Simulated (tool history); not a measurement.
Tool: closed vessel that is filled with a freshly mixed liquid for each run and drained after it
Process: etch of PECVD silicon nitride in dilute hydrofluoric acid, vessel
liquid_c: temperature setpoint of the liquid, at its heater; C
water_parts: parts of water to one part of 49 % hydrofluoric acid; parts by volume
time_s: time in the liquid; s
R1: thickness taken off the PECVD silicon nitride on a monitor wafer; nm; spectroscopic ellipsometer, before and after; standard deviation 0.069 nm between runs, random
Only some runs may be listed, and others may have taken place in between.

run 1 hour=0.0 | liquid_c=20.0 water_parts=105 time_s=1660 | R1=18.137
run 2 hour=3.2 | liquid_c=20.0 water_parts=105 time_s=1660 | R1=18.001
run 3 hour=6.7 | liquid_c=19.0 water_parts=105 time_s=1660 | R1=16.848
run 4 hour=15.5 | liquid_c=19.0 water_parts=135 time_s=1660 | R1=13.211
run 5 hour=18.6 | liquid_c=19.5 water_parts=135 time_s=1660 | R1=13.708
run 6 hour=25.4 | liquid_c=19.5 water_parts=160 time_s=1660 | R1=11.534
run 7 hour=28.1 | liquid_c=19.5 water_parts=160 time_s=1660 | R1=11.599

Forecast run 8:
run 8 hour=35.8 | liquid_c=19.5 water_parts=160 time_s=1660 | R1=?

Run 8 came out at R1 11.626 nm.

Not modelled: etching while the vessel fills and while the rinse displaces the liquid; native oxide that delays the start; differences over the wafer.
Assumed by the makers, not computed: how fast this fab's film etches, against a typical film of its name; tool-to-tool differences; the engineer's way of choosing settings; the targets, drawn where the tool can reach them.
